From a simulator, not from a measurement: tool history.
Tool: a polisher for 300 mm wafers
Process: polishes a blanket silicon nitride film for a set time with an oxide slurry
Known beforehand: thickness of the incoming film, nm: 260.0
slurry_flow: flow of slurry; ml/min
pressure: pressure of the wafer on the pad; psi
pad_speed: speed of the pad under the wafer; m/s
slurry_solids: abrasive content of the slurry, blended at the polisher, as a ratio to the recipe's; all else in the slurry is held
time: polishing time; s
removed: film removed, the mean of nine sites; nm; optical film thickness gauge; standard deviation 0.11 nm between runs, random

run  hour  slurry_flow  pressure  pad_speed  slurry_solids  time  removed
  1     0          275       3.9       1.26              1    31   30.133
  2   4.4          275       3.9       1.26              1    27   26.018
  3   7.2          215       3.9       1.26              1    27   25.597
  4   8.6          205       3.5       1.26              1    27   23.324
  5  15.4          205       3.5       1.26              1    27   23.331
  6  17.7          205       3.5       1.26              1    31   26.974

Estimate the outcome of run 7 from the log above:
  7  19.6          205         3       1.22              1    31        ?

{"run 7": {"removed": 22.94}}
